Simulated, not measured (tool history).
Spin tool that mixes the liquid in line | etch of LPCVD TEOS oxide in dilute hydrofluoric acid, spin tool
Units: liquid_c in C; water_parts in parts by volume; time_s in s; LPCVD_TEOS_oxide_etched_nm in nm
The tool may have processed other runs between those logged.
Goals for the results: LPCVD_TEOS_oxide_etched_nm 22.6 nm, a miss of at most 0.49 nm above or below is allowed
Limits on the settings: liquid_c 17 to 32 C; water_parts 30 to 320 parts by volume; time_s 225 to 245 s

run	hour	liquid_c	water_parts	time_s	LPCVD_TEOS_oxide_etched_nm
1	0	24	175	225	25.926
2	8	23	175	225	24.785
3	12	22.5	175	225	24.445
4	20.5	22.5	175	245	26.898
5	25.9	22.5	175	245	26.759
6	34.5	25.5	175	245	29.782
7	38	23.5	175	245	27.842
8	43.2	22	175	245	26.256
9	43.8	21	175	245	25.308
10	46.4	20.5	175	245	24.537
# hour 53.6: thermometer replaced
11	53.6	20.5	175	245	26.756
12	54.8	20	180	245	25.351
13	63	19.5	185	245	23.77
14	64.9	19.5	185	245	23.883
15	65.8	19	185	245	23.621

Which of these 4 next moves meets every target?
A	66.7	17.5	160	225	?
B	66.7	17	180	245	?
C	66.7	19	175	230	?
D	66.7	20.5	185	240	?

move	LPCVD_TEOS_oxide_etched_nm
A	24.027
B	22.36
C	23.5
D	24.356
A: lands further from the targets than the last run did
B: in spec on every target
C: nearer the targets than the last run, but a result is still out of spec
D: lands further from the targets than the last run did
The right move is B.
